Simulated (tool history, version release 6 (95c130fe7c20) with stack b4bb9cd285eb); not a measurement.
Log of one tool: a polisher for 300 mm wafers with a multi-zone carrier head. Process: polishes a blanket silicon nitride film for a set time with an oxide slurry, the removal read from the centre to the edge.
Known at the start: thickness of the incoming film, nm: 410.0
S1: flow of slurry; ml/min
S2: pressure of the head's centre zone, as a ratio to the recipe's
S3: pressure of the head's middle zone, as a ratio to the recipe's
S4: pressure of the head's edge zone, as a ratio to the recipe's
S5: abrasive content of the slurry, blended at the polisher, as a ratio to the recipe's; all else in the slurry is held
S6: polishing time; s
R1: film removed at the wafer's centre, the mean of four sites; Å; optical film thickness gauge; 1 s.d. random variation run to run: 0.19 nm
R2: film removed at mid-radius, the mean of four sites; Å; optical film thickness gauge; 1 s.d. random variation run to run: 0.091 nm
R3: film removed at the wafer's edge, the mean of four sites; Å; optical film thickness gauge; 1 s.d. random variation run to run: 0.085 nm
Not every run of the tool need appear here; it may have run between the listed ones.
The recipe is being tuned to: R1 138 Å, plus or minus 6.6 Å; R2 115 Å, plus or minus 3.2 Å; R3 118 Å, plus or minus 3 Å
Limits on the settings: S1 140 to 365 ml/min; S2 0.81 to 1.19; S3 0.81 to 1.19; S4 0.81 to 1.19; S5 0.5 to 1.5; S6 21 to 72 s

| run | hour | S1 | S2 | S3 | S4 | S5 | S6 | R1 | R2 | R3 |
|---|---|---|---|---|---|---|---|---|---|---|
| 1 | 0 | 235 | 1 | 1 | 1 | 1 | 46 | 189.7 | 176.38 | 186.7 |
| 2 | 8.3 | 235 | 1.01 | 0.99 | 0.96 | 0.9 | 44 | 176.93 | 161.31 | 165.33 |
| 3 | 14.6 | 230 | 1.01 | 0.96 | 0.93 | 0.8 | 43 | 157.45 | 142.8 | 149.92 |
| 4 | 18.7 | 230 | 1.03 | 0.95 | 0.91 | 0.75 | 43 | 159.29 | 134.09 | 142.17 |
| 5 | 26.6 | 225 | 1.03 | 0.95 | 0.89 | 0.7 | 43 | 147.66 | 128.98 | 133.55 |
| 6 | 33.9 | 225 | 1.03 | 0.95 | 0.89 | 0.9 | 43 | 171.58 | 149.29 | 156.41 |
| 7 | 36.5 | 220 | 1.04 | 0.95 | 0.88 | 0.8 | 43 | 161.67 | 139.29 | 144.6 |
| 8 | 45.1 | 220 | 1.04 | 0.95 | 0.87 | 0.75 | 43 | 156.96 | 136.11 | 139.67 |
| 9 | 52 | 220 | 1.04 | 0.94 | 0.86 | 0.7 | 43 | 149.37 | 127.19 | 131.76 |
| 10 | 60.2 | 215 | 1.04 | 0.94 | 0.85 | 0.7 | 43 | 149.55 | 126.89 | 133.14 |
| 11 | 63.3 | 240 | 1.07 | 0.95 | 0.83 | 0.5 | 41 | 115.01 | 96.64 | 98.486 |

Below are 5 possible settings for the next run. Only one of them brings all results inside the allowed miss of their targets. Which is it?
| A | 66.4 | 225 | 1.01 | 0.9 | 0.93 | 0.55 | 44 | ? | ? | ? |
| B | 66.4 | 230 | 1 | 0.94 | 0.88 | 0.55 | 43 | ? | ? | ? |
| C | 66.4 | 315 | 1.06 | 0.94 | 0.85 | 0.75 | 36 | ? | ? | ? |
| D | 66.4 | 140 | 1.06 | 0.87 | 0.9 | 0.85 | 37 | ? | ? | ? |
| E | 66.4 | 280 | 0.92 | 0.98 | 0.81 | 0.65 | 44 | ? | ? | ? |

| move | R1 | R2 | R3 |
|---|---|---|---|
| A | 126.27 | 107.86 | 117.92 |
| B | 122.59 | 109.46 | 112.5 |
| C | 139.4 | 117.24 | 117.74 |
| D | 138.09 | 110.43 | 124.43 |
| E | 133.81 | 133.65 | 127.18 |
A: gets the furthest-off result to its target, but another result is out of tolerance
B: nearer the targets than the last run, but a result is still out of spec
C: every result within its allowed miss
D: carries the result that was furthest off beyond its target, to the other side
E: carries the result that was furthest off beyond its target, to the other side
C meets every target.
